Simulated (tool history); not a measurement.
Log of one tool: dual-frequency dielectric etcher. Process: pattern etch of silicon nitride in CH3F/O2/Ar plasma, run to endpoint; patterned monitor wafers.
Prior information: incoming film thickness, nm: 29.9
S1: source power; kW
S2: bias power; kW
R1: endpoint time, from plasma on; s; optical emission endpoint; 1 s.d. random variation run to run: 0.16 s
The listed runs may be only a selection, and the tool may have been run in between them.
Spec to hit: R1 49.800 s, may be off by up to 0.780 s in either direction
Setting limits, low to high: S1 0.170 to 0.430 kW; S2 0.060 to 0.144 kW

Run 1, hour 0.0: S1 0.300 kW, S2 0.102 kW. Result: R1 42.738 s.
Run 2, hour 5.8: S1 0.260 kW, S2 0.102 kW. Result: R1 45.203 s.
Run 3, hour 7.3: S1 0.300 kW, S2 0.102 kW. Result: R1 42.716 s.
Run 4, hour 11.8: S1 0.300 kW, S2 0.110 kW. Result: R1 41.548 s.
Run 5, hour 12.8: S1 0.270 kW, S2 0.110 kW. Result: R1 43.029 s.
Run 6, hour 15.0: S1 0.270 kW, S2 0.102 kW. Result: R1 44.540 s.
Run 7, hour 17.1: S1 0.240 kW, S2 0.101 kW. Result: R1 47.138 s.
Run 8, hour 24.8: S1 0.230 kW, S2 0.101 kW. Result: R1 47.680 s.
Run 9, hour 27.3: S1 0.190 kW, S2 0.099 kW. Result: R1 52.310 s.

Pick the move, out of 5, that brings all results within their allowed miss; only one does.
Run A, hour 29.8: S1 0.220 kW, S2 0.094 kW. Result: R1 ?.
Run B, hour 29.8: S1 0.220 kW, S2 0.072 kW. Result: R1 ?.
Run C, hour 29.8: S1 0.170 kW, S2 0.098 kW. Result: R1 ?.
Run D, hour 29.8: S1 0.190 kW, S2 0.088 kW. Result: R1 ?.
Run E, hour 29.8: S1 0.200 kW, S2 0.085 kW. Result: R1 ?.

move      R1
   A  50.236
   B  56.189
   C  55.000
   D  54.937
   E  54.556
A: meets every target
B: lands further from the targets than the last run did
C: lands further from the targets than the last run did
D: lands further from the targets than the last run did
E: lands further from the targets than the last run did
A meets every target.
